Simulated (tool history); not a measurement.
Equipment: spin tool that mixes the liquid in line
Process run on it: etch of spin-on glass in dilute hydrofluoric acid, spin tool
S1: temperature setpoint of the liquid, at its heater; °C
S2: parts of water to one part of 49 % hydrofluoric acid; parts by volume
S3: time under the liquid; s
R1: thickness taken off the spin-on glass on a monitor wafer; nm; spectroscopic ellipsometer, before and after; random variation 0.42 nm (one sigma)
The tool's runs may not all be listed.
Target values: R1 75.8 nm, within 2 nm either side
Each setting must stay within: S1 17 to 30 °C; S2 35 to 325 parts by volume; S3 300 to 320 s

Run 1, day 0: S1 22 °C, S2 180 parts by volume, S3 300 s. Result: R1 42.076 nm.
Run 2, day 0.079: S1 22 °C, S2 180 parts by volume, S3 300 s. Result: R1 41.853 nm.
Run 3, day 0.158: S1 19.5 °C, S2 180 parts by volume, S3 300 s. Result: R1 37.908 nm.
Run 4, day 0.446: S1 20.5 °C, S2 175 parts by volume, S3 300 s. Result: R1 40.807 nm.
Run 5, day 0.717: S1 20.5 °C, S2 175 parts by volume, S3 300 s. Result: R1 40.609 nm.
Run 6, day 0.879: S1 21.5 °C, S2 170 parts by volume, S3 300 s. Result: R1 43.648 nm.
Run 7, day 1.112: S1 22.5 °C, S2 165 parts by volume, S3 300 s. Result: R1 47.076 nm.
Run 8, day 1.138: S1 23.5 °C, S2 160 parts by volume, S3 300 s. Result: R1 50.332 nm.
Run 9, day 1.275: S1 24 °C, S2 155 parts by volume, S3 300 s. Result: R1 53.717 nm.
Run 10, day 1.617: S1 24.5 °C, S2 155 parts by volume, S3 300 s. Result: R1 54.73 nm.
Run 11, day 1.642: S1 25 °C, S2 155 parts by volume, S3 300 s. Result: R1 55.79 nm.
Run 12, day 1.912: S1 25 °C, S2 155 parts by volume, S3 300 s. Result: R1 55.855 nm.
Run 13, day 2.071: S1 25.5 °C, S2 155 parts by volume, S3 300 s. Result: R1 57.417 nm.
Run 14, day 2.396: S1 25.5 °C, S2 155 parts by volume, S3 300 s. Result: R1 57.354 nm.
Run 15, day 2.588: S1 26 °C, S2 155 parts by volume, S3 300 s. Result: R1 58.425 nm.
Run 16, day 2.783: S1 26.5 °C, S2 155 parts by volume, S3 300 s. Result: R1 58.825 nm.

Pick the move, out of 4, that brings all results within their allowed miss; only one does.
Run A, day 2.979: S1 28.5 °C, S2 150 parts by volume, S3 320 s. Result: R1 ?.
Run B, day 2.979: S1 24 °C, S2 130 parts by volume, S3 320 s. Result: R1 ?.
Run C, day 2.979: S1 28 °C, S2 135 parts by volume, S3 310 s. Result: R1 ?.
Run D, day 2.979: S1 30 °C, S2 155 parts by volume, S3 320 s. Result: R1 ?.

move      R1
   A  70.904
   B  70.771
   C  76.372
   D  71.977
A: gains on the last run, yet a result remains outside its allowed miss
B: gains on the last run, yet a result remains outside its allowed miss
C: every result lands within tolerance
D: gains on the last run, yet a result remains outside its allowed miss
Move C is the one to make.
